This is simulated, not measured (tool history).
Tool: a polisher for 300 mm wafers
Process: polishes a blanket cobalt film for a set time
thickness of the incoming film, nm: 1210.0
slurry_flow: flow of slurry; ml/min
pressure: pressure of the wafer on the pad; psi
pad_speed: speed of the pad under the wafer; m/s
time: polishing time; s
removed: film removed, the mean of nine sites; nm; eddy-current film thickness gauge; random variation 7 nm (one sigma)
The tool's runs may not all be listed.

run,hour,slurry_flow,pressure,pad_speed,time,removed
1,0.0,205,2.1,1.16,88,586.34
2,1.6,205,2.1,1.16,88,588.05
3,8.8,210,2.3,1.16,88,626.81
4,17.2,210,2.5,1.16,88,667.75
5,19.5,160,2.5,1.16,88,626.71
6,23.7,160,2.5,0.96,88,579.77
7,29.7,180,2.7,0.96,88,628.87
8,36.0,200,2.8,0.96,88,641.67
9,44.5,200,2.9,0.98,88,669.00
10,50.5,200,3.0,1.00,88,693.91
11,53.2,200,3.1,1.02,88,728.81

Forecast run 12:
12,60.3,200,3.1,1.04,88,?

removed: 732.52 nm
